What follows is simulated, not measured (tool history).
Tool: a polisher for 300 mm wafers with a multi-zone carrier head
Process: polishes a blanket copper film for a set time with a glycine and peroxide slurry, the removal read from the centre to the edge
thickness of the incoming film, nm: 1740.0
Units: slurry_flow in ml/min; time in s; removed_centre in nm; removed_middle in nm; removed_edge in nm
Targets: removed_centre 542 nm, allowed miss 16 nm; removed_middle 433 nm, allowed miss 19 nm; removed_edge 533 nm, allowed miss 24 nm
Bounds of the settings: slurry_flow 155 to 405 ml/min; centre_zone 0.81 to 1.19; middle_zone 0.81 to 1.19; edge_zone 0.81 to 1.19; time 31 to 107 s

run,hour,slurry_flow,centre_zone,middle_zone,edge_zone,time,removed_centre,removed_middle,removed_edge
1,0,260,1,1,1,69,419.16,418.25,417.11
2,7.1,260,1,0.92,1,69,422.67,389.75,417.07
3,13.2,265,1.02,0.91,1.04,72,452.55,400.42,436.85
4,17.1,265,1.02,0.89,1.06,75,465.07,416.09,468.96
5,24.7,240,1.02,0.89,1.06,75,454.94,408.92,470.94
6,29.6,250,1.04,0.88,1.08,77,478.53,419,476.81
7,35,260,1.05,0.86,1.1,78,498.67,411.63,489.28
8,42.6,265,1.05,0.86,1.11,79,496.13,418.89,502.89

Which of these 5 next moves meets every target?
A,50.2,155,0.94,0.9,1.18,85,?,?,?
B,50.2,245,1.15,0.82,1,79,?,?,?
C,50.2,220,1.12,0.88,1.19,82,?,?,?
D,50.2,260,1.03,0.9,1.05,86,?,?,?
E,50.2,285,1.02,0.92,1.09,82,?,?,?

move,removed_centre,removed_middle,removed_edge
A,442.79,427.55,526.2
B,551.63,398.7,477.95
C,548.48,431.92,535.03
D,542.26,472.41,535.32
E,518.14,463.67,524.12
A: further off than the last run
B: brings the result that was furthest off to its target, and leaves another outside
C: meets every target
D: brings the result that was furthest off to its target, and leaves another outside
E: nearer than the last run, and not there yet
The right move is C.
